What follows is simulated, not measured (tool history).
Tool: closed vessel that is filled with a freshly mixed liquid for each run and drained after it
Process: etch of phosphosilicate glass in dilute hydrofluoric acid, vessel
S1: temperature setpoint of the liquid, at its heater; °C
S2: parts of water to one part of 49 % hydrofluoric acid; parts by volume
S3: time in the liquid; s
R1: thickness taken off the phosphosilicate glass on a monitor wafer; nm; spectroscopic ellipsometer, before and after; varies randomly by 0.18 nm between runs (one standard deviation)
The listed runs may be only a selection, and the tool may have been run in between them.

run	day	S1	S2	S3	R1
1	0.000	23.0	295	150	53.970
2	0.338	22.5	310	150	49.053
3	0.625	22.0	320	150	46.388
4	1.008	21.5	330	150	44.082
5	1.196	21.0	340	150	41.280
6	1.512	21.0	245	150	63.221
7	1.875	17.0	365	150	32.900
8	2.229	17.0	370	150	32.062

Run 9 comes next. What will it give?
9	2.396	17.0	375	150	?

R1: 31.687 nm
